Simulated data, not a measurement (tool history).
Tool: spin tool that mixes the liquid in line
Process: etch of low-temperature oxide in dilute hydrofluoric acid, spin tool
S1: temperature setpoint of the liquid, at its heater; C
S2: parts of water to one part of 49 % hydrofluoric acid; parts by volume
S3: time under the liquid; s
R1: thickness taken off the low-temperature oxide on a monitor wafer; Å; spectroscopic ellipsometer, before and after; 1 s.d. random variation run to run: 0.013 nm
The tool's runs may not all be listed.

{"run": 1, "day": 0.0, "S1": 22, "S2": 180, "S3": 25, "R1": 24.139}
{"run": 2, "day": 0.317, "S1": 21, "S2": 190, "S3": 25, "R1": 21.691}
{"run": 3, "day": 0.512, "S1": 20.5, "S2": 200, "S3": 25, "R1": 20.129}
{"run": 4, "day": 0.554, "S1": 23.5, "S2": 200, "S3": 25, "R1": 22.803}
{"run": 5, "day": 0.646, "S1": 22.5, "S2": 205, "S3": 25, "R1": 21.098}
{"run": 6, "day": 0.921, "S1": 22.5, "S2": 170, "S3": 25, "R1": 25.868}
{"run": 7, "day": 1.138, "S1": 21.5, "S2": 185, "S3": 25, "R1": 22.921}

The next listed run, before its measurement:
{"run": 8, "day": 1.171, "S1": 20.5, "S2": 195, "S3": 25, "R1": "?"}

Run 8 yielded R1 20.588 Å.
